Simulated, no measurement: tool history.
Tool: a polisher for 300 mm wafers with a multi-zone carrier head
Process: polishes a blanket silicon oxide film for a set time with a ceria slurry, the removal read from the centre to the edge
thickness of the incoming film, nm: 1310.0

run,day,flow of slurry (ml/min),pressure of the head's centre zone,pressure of the head's middle zone,pressure of the head's edge zone,polishing time (s),film removed at the wafer's centre (nm),film removed at mid-radius (nm),film removed at the wafer's edge (nm)
1,0,265,1,1,1,56,434.79,429.19,422.91
2,0.158,265,1,1,1.08,56,426.45,419,436.95
3,0.221,265,1,1,1.08,45,349.83,337.16,353.32
4,0.375,265,1,1,1.08,54,414.23,407.03,423.14
5,0.538,265,1.07,1,1.08,54,435.98,404.34,430.59
6,0.704,325,1.07,1,1.08,54,449.16,420.24,431.45
7,0.829,325,1.08,1,1.08,56,470.75,436.6,446.75
8,0.971,325,1.09,1,1.09,57,480.05,445.02,462.41
9,1.258,325,1.09,1,1.09,57,471.26,434.97,458.18
10,1.308,325,1.1,1,1.09,59,499.62,452.16,464.88
11,1.404,320,1.1,1,1.1,61,509.27,473.62,481.56
12,1.471,320,1.1,0.99,1.11,62,521.08,471.21,505.68
13,1.754,320,1.11,0.99,1.11,63,534.57,470.27,511.95

The next listed run, before its measurement:
14,1.833,320,1.12,0.99,1.11,64,?,?,?

{"run 14": {"film removed at the wafer's centre (nm)": 550.5, "film removed at mid-radius (nm)": 495.59, "film removed at the wafer's edge (nm)": 519.77}}
